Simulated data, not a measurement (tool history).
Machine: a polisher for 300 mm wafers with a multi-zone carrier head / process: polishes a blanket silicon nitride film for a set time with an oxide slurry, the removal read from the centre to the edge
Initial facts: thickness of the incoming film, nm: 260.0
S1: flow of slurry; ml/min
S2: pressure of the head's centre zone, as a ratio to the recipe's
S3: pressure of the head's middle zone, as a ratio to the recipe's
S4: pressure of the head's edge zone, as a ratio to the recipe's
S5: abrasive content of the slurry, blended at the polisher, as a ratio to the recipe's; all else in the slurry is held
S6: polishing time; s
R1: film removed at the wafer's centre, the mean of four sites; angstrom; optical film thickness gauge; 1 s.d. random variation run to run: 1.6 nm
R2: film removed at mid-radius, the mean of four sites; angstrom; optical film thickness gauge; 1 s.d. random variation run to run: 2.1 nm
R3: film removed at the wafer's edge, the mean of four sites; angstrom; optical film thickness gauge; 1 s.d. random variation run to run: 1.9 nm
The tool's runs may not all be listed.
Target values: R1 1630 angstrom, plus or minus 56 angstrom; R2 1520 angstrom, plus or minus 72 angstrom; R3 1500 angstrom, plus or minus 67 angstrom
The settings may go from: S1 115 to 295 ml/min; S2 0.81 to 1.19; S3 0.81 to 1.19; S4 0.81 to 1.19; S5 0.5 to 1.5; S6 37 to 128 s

run,hour,S1,S2,S3,S4,S5,S6,R1,R2,R3
1,0,190,1,1,1,1,82,884.54,863.08,908.36
2,3.5,190,0.96,1,1,1,82,867.72,893.96,891.45
3,8.9,215,0.96,1,1,1,82,895.34,879.62,893.4
4,16.8,220,0.98,1.02,1,1.1,86,970.06,1009.5,1009.9
5,18.2,265,0.98,1.02,1,1.1,86,1016.4,1026.8,1017.2
6,22.6,270,1.01,1.02,0.99,1.15,89,1121.1,1063.4,1069.9
7,27,270,1.03,1.04,1,1.2,91,1139.1,1145.1,1145.6
8,33.2,295,1.13,0.98,0.9,1.45,108,1628.7,1403.1,1369.9
9,39.5,295,1.12,0.99,0.91,1.45,108,1610.9,1414.2,1395.5
10,46.8,295,1.12,1,0.92,1.45,108,1604.7,1476.8,1387
11,54,295,1.12,0.99,0.93,1.45,108,1609.3,1460.8,1400.4

Which single option among these 5 for the next run brings every result within its allowed miss of target? Just one does.
A,61.2,295,1.19,1.11,0.83,1.5,102,?,?,?
B,61.2,290,1.01,0.93,0.88,1.4,120,?,?,?
C,61.2,285,0.98,0.93,0.92,1.5,111,?,?,?
D,61.2,290,1.09,0.85,0.91,1.3,119,?,?,?
E,61.2,280,1.05,0.88,0.92,1.4,116,?,?,?

move,R1,R2,R3
A,1643.6,1473.8,1247.5
B,1657.9,1491.4,1468.6
C,1536.5,1413.8,1421.4
D,1689.4,1351.5,1436.9
E,1642.9,1383.8,1445.7
A: moves away from the targets compared with the last run
B: meets every target
C: moves away from the targets compared with the last run
D: gets the furthest-off result to its target, but another result is out of tolerance
E: gets the furthest-off result to its target, but another result is out of tolerance
Go with B: it meets all targets.
